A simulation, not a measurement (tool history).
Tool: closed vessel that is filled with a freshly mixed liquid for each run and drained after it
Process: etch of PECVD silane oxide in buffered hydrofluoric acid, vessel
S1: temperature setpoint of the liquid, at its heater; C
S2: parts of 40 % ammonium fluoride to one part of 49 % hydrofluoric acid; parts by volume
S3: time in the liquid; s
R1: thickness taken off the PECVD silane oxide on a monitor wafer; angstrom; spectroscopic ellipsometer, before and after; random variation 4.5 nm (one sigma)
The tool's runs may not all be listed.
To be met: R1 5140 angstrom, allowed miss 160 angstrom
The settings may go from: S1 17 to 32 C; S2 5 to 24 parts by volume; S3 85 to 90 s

Run 1, hour 0: S1 24 C, S2 14.5 parts by volume, S3 85 s. Result: R1 1947.3 angstrom.
Run 2, hour 1.9: S1 25.5 C, S2 13 parts by volume, S3 85 s. Result: R1 2351.5 angstrom.
Run 3, hour 7.8: S1 25.5 C, S2 13 parts by volume, S3 90 s. Result: R1 2449.1 angstrom.
Run 4, hour 15.3: S1 26.5 C, S2 11.5 parts by volume, S3 90 s. Result: R1 2952.6 angstrom.
Run 5, hour 19.9: S1 27.5 C, S2 11 parts by volume, S3 90 s. Result: R1 3222.3 angstrom.
Run 6, hour 26: S1 27.5 C, S2 11 parts by volume, S3 85 s. Result: R1 3081.7 angstrom.
Run 7, hour 34.9: S1 28.5 C, S2 10.5 parts by volume, S3 85 s. Result: R1 3346.7 angstrom.
Run 8, hour 41.8: S1 29 C, S2 10 parts by volume, S3 85 s. Result: R1 3607 angstrom.
Run 9, hour 49.3: S1 29.5 C, S2 9.5 parts by volume, S3 85 s. Result: R1 3821.6 angstrom.
Run 10, hour 50.4: S1 30 C, S2 9 parts by volume, S3 85 s. Result: R1 4057 angstrom.
Run 11, hour 51.8: S1 30.5 C, S2 8.5 parts by volume, S3 85 s. Result: R1 4410.5 angstrom.
Run 12, hour 57.7: S1 32 C, S2 7.5 parts by volume, S3 85 s. Result: R1 5550.4 angstrom.

Which of these 5 next moves meets every target?
Run A, hour 63.6: S1 32 C, S2 9 parts by volume, S3 90 s. Result: R1 ?.
Run B, hour 63.6: S1 30.5 C, S2 7 parts by volume, S3 85 s. Result: R1 ?.
Run C, hour 63.6: S1 31.5 C, S2 7 parts by volume, S3 90 s. Result: R1 ?.
Run D, hour 63.6: S1 32 C, S2 8.5 parts by volume, S3 90 s. Result: R1 ?.
Run E, hour 63.6: S1 28 C, S2 7 parts by volume, S3 85 s. Result: R1 ?.

move      R1
   A  4834.4
   B  5541.3
   C  6180.5
   D  5143.4
   E  4858.5
A: takes the result that was furthest off past its target
B: as far off as the last run
C: further off than the last run
D: meets every target
E: takes the result that was furthest off past its target
Answer: D
